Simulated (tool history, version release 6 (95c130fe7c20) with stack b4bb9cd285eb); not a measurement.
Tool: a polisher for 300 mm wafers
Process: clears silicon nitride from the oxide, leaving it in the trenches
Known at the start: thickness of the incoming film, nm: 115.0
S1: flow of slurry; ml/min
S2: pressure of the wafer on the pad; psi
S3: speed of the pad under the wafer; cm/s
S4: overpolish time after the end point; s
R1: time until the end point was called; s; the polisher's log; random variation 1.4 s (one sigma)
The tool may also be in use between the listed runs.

run 1 hour=0.0 | S1=305 S2=2.3 S3=90 S4=8 | R1=169.60
run 2 hour=1.3 | S1=365 S2=2.3 S3=90 S4=8 | R1=170.88
run 3 hour=7.4 | S1=365 S2=2.3 S3=78 S4=8 | R1=186.49
run 4 hour=9.9 | S1=365 S2=2.3 S3=78 S4=6 | R1=185.80
run 5 hour=18.8 | S1=390 S2=2.3 S3=78 S4=6 | R1=184.65
run 6 hour=24.4 | S1=390 S2=1.9 S3=78 S4=6 | R1=227.13
run 7 hour=33.3 | S1=390 S2=1.9 S3=78 S4=6 | R1=226.49
run 8 hour=35.4 | S1=390 S2=2.3 S3=80 S4=6 | R1=182.70
run 9 hour=36.4 | S1=390 S2=2.9 S3=84 S4=6 | R1=139.13
run 10 hour=43.7 | S1=390 S2=3.1 S3=86 S4=6 | R1=129.80
run 11 hour=46.7 | S1=390 S2=3.2 S3=88 S4=6 | R1=123.83
run 12 hour=52.3 | S1=390 S2=3.3 S3=90 S4=6 | R1=118.98
run 13 hour=58.0 | S1=390 S2=3.4 S3=92 S4=6 | R1=112.22

Forecast run 14:
run 14 hour=60.6 | S1=390 S2=3.4 S3=94 S4=6 | R1=?

R1: 110.27 s
